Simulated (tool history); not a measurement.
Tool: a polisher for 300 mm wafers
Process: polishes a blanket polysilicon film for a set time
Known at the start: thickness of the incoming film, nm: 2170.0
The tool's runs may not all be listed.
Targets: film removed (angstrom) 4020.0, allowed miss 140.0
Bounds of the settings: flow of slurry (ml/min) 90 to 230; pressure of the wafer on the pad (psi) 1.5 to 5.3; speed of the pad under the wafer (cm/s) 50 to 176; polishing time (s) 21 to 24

run,hour,flow of slurry (ml/min),pressure of the wafer on the pad (psi),speed of the pad under the wafer (cm/s),polishing time (s),film removed (angstrom)
1,0.0,150,3.4,112,24,2653.4
2,6.2,180,3.4,112,24,2738.9
3,12.4,180,3.7,112,24,3010.2
4,19.9,185,3.9,112,24,3119.3
5,27.4,185,4.3,112,24,3321.2
6,32.0,190,4.5,112,24,3619.3
7,38.6,195,4.6,112,24,3577.2
8,43.6,195,4.7,112,24,3750.2
9,50.4,195,4.8,112,24,3763.2
10,56.7,195,4.9,112,24,3843.1

Which of these 4 next moves meets every target?
A,63.0,195,4.9,118,24,?
B,63.0,170,4.4,142,24,?
C,63.0,215,5.3,100,23,?
D,63.0,170,5.3,98,24,?

move,film removed (angstrom)
A,4001.0
B,4252.5
C,3557.3
D,3517.2
A: meets every target
B: takes the result that was furthest off past its target
C: further off than the last run
D: further off than the last run
The right move is A.

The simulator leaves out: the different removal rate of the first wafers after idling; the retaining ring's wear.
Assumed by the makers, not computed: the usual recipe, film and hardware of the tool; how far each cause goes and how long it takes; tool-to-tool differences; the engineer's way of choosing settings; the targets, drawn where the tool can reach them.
